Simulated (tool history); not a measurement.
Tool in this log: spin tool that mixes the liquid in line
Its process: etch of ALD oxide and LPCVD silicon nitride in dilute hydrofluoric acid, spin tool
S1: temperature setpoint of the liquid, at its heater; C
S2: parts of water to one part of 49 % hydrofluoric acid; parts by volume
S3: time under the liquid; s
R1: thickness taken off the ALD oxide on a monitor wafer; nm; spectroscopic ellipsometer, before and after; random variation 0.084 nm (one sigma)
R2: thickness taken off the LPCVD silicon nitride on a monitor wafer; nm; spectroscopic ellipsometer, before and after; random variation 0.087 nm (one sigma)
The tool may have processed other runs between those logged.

run 1 day=0 | S1=24 S2=270 S3=70 | R1=4.376 R2=0.094998
run 2 day=0.254 | S1=24 S2=360 S3=70 | R1=2.9955 R2=0.047444
run 3 day=0.446 | S1=24 S2=455 S3=70 | R1=2.1512 R2=0.068945
run 4 day=0.542 | S1=25 S2=405 S3=70 | R1=2.6487 R2=0.082159
run 5 day=0.867 | S1=25 S2=485 S3=70 | R1=2.0351 R2=0.073249
run 6 day=1.038 | S1=26 S2=430 S3=70 | R1=2.5061 R2=0.055439
run 7 day=1.292 | S1=28 S2=320 S3=85 | R1=4.8627 R2=0.17381
run 8 day=1.404 | S1=28.5 S2=290 S3=85 | R1=5.6099 R2=0.12455
run 9 day=1.625 | S1=29 S2=265 S3=85 | R1=6.474 R2=0.12523
run 10 day=1.975 | S1=29.5 S2=245 S3=85 | R1=7.3543 R2=0.18509
run 11 day=2.067 | S1=30 S2=230 S3=85 | R1=8.1079 R2=0.23045

Forecast run 12:
run 12 day=2.308 | S1=32 S2=135 S3=85 | R1=? R2=?

R1: 16.711 nm
R2: 0.34459 nm
